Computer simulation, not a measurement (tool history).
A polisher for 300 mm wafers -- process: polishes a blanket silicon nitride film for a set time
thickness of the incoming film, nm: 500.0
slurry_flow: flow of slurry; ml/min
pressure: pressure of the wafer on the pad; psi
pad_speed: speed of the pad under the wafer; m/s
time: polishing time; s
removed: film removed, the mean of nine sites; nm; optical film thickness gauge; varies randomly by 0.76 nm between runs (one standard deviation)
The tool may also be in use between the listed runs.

run  hour  slurry_flow  pressure  pad_speed  time  removed
  1     0          220       3.8        1.1    46       80
  2   8.5          220       3.4       1.08    46   71.821
  3  11.4          220       3.8       1.08    46    80.03
  4  13.6          220       3.4       1.06    46   70.192
  5  22.2          220       3.1       1.06    46   65.154
  6  22.8          260       3.1       1.06    46   65.855

Estimate the outcome of run 7 from the log above:
  7  27.1          260       2.9       1.06    46        ?

Run 7 yielded removed 63.265 nm.
